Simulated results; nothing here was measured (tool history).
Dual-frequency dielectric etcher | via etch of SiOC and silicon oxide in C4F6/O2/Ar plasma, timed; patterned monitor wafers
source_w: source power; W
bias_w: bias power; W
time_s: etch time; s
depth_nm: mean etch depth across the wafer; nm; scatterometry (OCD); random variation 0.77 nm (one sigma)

run 1 hour=0 | source_w=360 bias_w=147 time_s=117.5 | depth_nm=113.62
run 2 hour=1.3 | source_w=360 bias_w=160 time_s=117.5 | depth_nm=115.35
run 3 hour=9.1 | source_w=390 bias_w=163 time_s=117.5 | depth_nm=120
run 4 hour=10.8 | source_w=410 bias_w=165 time_s=117.5 | depth_nm=122.44
run 5 hour=18.2 | source_w=420 bias_w=167 time_s=117.5 | depth_nm=125.08
run 6 hour=23.2 | source_w=420 bias_w=143 time_s=117.5 | depth_nm=118.56

The next listed run, before its measurement:
run 7 hour=28 | source_w=440 bias_w=147 time_s=117.5 | depth_nm=?

{"run 7": {"depth_nm": 122.23}}
